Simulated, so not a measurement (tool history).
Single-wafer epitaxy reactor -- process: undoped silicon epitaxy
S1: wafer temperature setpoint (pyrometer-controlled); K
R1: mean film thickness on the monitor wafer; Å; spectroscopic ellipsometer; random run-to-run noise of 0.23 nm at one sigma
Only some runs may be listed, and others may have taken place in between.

{"run": 1, "hour": 0.0, "S1": 898.15, "deposition time (s)": 467, "R1": 444.26}
{"run": 2, "hour": 0.9, "S1": 901.15, "deposition time (s)": 467, "R1": 470.22}
{"run": 3, "hour": 9.0, "S1": 901.15, "deposition time (s)": 402, "R1": 409.17}
{"run": 4, "hour": 11.0, "S1": 905.15, "deposition time (s)": 402, "R1": 441.39}
{"run": 5, "hour": 16.6, "S1": 908.15, "deposition time (s)": 402, "R1": 464.6}
{"run": 6, "hour": 20.7, "S1": 903.15, "deposition time (s)": 402, "R1": 424.87}
{"run": 7, "hour": 29.4, "S1": 907.15, "deposition time (s)": 402, "R1": 460.54}
{"run": 8, "hour": 37.2, "S1": 910.15, "deposition time (s)": 402, "R1": 487.09}

The next listed run, before its measurement:
{"run": 9, "hour": 42.8, "S1": 918.15, "deposition time (s)": 403, "R1": "?"}

R1: 573.27 Å

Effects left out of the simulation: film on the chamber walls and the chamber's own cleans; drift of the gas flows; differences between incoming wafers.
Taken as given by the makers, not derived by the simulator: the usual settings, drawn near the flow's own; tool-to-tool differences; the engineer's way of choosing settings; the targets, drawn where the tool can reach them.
